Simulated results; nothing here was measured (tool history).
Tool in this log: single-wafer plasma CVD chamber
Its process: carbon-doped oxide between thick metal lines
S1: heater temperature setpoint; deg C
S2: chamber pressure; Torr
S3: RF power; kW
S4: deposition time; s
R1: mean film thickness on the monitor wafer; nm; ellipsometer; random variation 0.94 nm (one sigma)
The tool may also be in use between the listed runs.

run	hour	S1	S2	S3	S4	R1
1	0	345	6.36	0.605	55.7	335.6
2	3.2	345	7.27	0.605	55.7	338.27
3	6.1	345	7.27	0.605	52.9	321.89
4	9.3	350	7.18	0.55	52.9	291.87
5	17.9	350	7.18	0.55	52.9	295.15
6	18.4	354	7.11	0.53	52.9	281.61
7	22.4	366	6.18	0.48	52.9	245.4

Run 8 comes next. What will it give?
8	24.9	365	6.23	0.48	52.9	?

For run 8 the tool returned R1 246.55 nm.
